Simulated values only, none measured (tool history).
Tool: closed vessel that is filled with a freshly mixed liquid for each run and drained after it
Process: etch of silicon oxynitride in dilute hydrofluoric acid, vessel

| run | day | temperature setpoint of the liquid (C) | parts of water to one part of 49 % hydrofluoric acid (parts by volume) | time in the liquid (s) | thickness taken off the silicon oxynitride on a monitor wafer (nm) |
|---|---|---|---|---|---|
| 1 | 0 | 23 | 80 | 95 | 4.7565 |
| 2 | 0.292 | 23 | 80 | 95 | 4.7512 |
| 3 | 0.525 | 24.5 | 80 | 95 | 5.1322 |
| 4 | 0.829 | 25.5 | 70 | 95 | 6.1947 |
| 5 | 0.992 | 25.5 | 70 | 95 | 6.1758 |
| 6 | 1.288 | 23 | 70 | 95 | 5.4855 |
| 7 | 1.392 | 24.5 | 60 | 95 | 6.964 |
| 8 | 1.617 | 25.5 | 55 | 95 | 7.9293 |
| 9 | 1.938 | 26.5 | 50 | 95 | 9.2468 |
| 10 | 2.246 | 27.5 | 45 | 95 | 10.877 |

What does the tool deliver on the next run?
| 11 | 2.567 | 28 | 45 | 95 | ? |

thickness taken off the silicon oxynitride on a monitor wafer (nm): 11.073

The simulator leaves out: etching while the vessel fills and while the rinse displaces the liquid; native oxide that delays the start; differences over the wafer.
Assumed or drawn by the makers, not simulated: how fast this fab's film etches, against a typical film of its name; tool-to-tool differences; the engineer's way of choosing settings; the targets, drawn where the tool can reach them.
